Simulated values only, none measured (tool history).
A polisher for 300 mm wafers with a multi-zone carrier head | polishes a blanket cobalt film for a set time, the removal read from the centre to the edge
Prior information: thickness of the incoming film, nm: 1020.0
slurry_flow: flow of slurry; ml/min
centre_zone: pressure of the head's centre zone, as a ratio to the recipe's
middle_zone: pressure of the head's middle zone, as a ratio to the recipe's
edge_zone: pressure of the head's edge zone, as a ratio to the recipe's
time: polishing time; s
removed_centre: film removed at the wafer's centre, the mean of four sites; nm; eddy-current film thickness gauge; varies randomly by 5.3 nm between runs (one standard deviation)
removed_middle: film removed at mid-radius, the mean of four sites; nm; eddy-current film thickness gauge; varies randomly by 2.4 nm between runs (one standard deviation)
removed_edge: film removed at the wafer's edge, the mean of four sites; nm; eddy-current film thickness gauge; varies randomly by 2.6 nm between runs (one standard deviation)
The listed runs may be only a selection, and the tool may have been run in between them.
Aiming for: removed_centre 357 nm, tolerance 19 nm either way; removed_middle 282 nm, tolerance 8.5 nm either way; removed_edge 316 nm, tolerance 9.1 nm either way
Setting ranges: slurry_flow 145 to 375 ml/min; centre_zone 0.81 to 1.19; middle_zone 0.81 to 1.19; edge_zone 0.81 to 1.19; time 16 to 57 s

Run 1, hour 0: slurry_flow 240 ml/min, centre_zone 1, middle_zone 1, edge_zone 1, time 36 s. Result: removed_centre 227.39 nm, removed_middle 226.78 nm, removed_edge 216.98 nm.
Run 2, hour 7.4: slurry_flow 245 ml/min, centre_zone 1.04, middle_zone 0.98, edge_zone 1.04, time 39 s. Result: removed_centre 249.95 nm, removed_middle 237.66 nm, removed_edge 242.95 nm.
Run 3, hour 14.1: slurry_flow 245 ml/min, centre_zone 1.04, middle_zone 0.98, edge_zone 1.04, time 46 s. Result: removed_centre 293.05 nm, removed_middle 286.92 nm, removed_edge 283.77 nm.
Run 4, hour 22.6: slurry_flow 245 ml/min, centre_zone 1, middle_zone 0.98, edge_zone 1.04, time 46 s. Result: removed_centre 284.91 nm, removed_middle 277.78 nm, removed_edge 282.64 nm.
Run 5, hour 30.7: slurry_flow 245 ml/min, centre_zone 1, middle_zone 0.92, edge_zone 1.04, time 46 s. Result: removed_centre 279.69 nm, removed_middle 265.86 nm, removed_edge 287.21 nm.
Run 6, hour 31.6: slurry_flow 260 ml/min, centre_zone 1.05, middle_zone 0.9, edge_zone 1.04, time 47 s. Result: removed_centre 310.67 nm, removed_middle 266.96 nm, removed_edge 291.72 nm.
Run 7, hour 34.7: slurry_flow 270 ml/min, centre_zone 1.07, middle_zone 0.9, edge_zone 1.06, time 47 s. Result: removed_centre 320.23 nm, removed_middle 271.19 nm, removed_edge 296.38 nm.
Run 8, hour 40.8: slurry_flow 280 ml/min, centre_zone 1.09, middle_zone 0.9, edge_zone 1.08, time 47 s. Result: removed_centre 318.04 nm, removed_middle 274.43 nm, removed_edge 296.53 nm.

5 next moves are on the table. One of them brings every result within its allowed miss. Which?
Run A, hour 46.9: slurry_flow 275 ml/min, centre_zone 1.19, middle_zone 0.89, edge_zone 0.96, time 46 s. Result: removed_centre ?, removed_middle ?, removed_edge ?.
Run B, hour 46.9: slurry_flow 315 ml/min, centre_zone 1.14, middle_zone 1, edge_zone 1.04, time 42 s. Result: removed_centre ?, removed_middle ?, removed_edge ?.
Run C, hour 46.9: slurry_flow 375 ml/min, centre_zone 1.01, middle_zone 0.95, edge_zone 1.1, time 41 s. Result: removed_centre ?, removed_middle ?, removed_edge ?.
Run D, hour 46.9: slurry_flow 300 ml/min, centre_zone 1.09, middle_zone 0.84, edge_zone 1.02, time 51 s. Result: removed_centre ?, removed_middle ?, removed_edge ?.
Run E, hour 46.9: slurry_flow 295 ml/min, centre_zone 1.19, middle_zone 0.82, edge_zone 0.96, time 52 s. Result: removed_centre ?, removed_middle ?, removed_edge ?.

move  removed_centre  removed_middle  removed_edge
   A          347.66          267.63        274.58
   B          309.06          273.28        262.82
   C          271.53          259.62           267
   D           356.4          285.71        315.68
   E          396.14             285        312.49
A: lands further from the targets than the last run did
B: lands further from the targets than the last run did
C: lands further from the targets than the last run did
D: in spec on every target
E: gets the furthest-off result to its target, but another result is out of tolerance
D meets every target.
